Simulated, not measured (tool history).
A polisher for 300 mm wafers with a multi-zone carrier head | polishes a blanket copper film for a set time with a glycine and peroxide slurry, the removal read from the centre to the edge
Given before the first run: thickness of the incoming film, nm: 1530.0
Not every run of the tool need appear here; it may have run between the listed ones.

| run | hour | flow of slurry (ml/min) | pressure of the head's centre zone | pressure of the head's middle zone | pressure of the head's edge zone | polishing time (s) | film removed at the wafer's centre (Å) | film removed at mid-radius (Å) | film removed at the wafer's edge (Å) |
|---|---|---|---|---|---|---|---|---|---|
| 1 | 0 | 180 | 1 | 1 | 1 | 79 | 3308.5 | 3317.6 | 3394.3 |
| 2 | 2.1 | 225 | 1 | 1 | 1 | 79 | 3559.4 | 3426.7 | 3485 |
| 3 | 8.3 | 225 | 1 | 1 | 1.04 | 79 | 3535.5 | 3464.8 | 3564.1 |
| 4 | 14.2 | 225 | 1.06 | 1 | 1.04 | 79 | 3749.7 | 3454.8 | 3524.2 |
| 5 | 22.2 | 225 | 1.06 | 0.94 | 1.04 | 79 | 3604.4 | 3239.6 | 3498.9 |
| 6 | 23.5 | 225 | 1.13 | 0.94 | 1.04 | 79 | 3961.7 | 3217.4 | 3510.5 |

Estimate the outcome of run 7 from the log above:
| 7 | 28.7 | 175 | 1.03 | 0.84 | 1 | 76 | ? | ? | ? |

film removed at the wafer's centre (Å): 3306.8
film removed at mid-radius (Å): 2741.4
film removed at the wafer's edge (Å): 3295.9
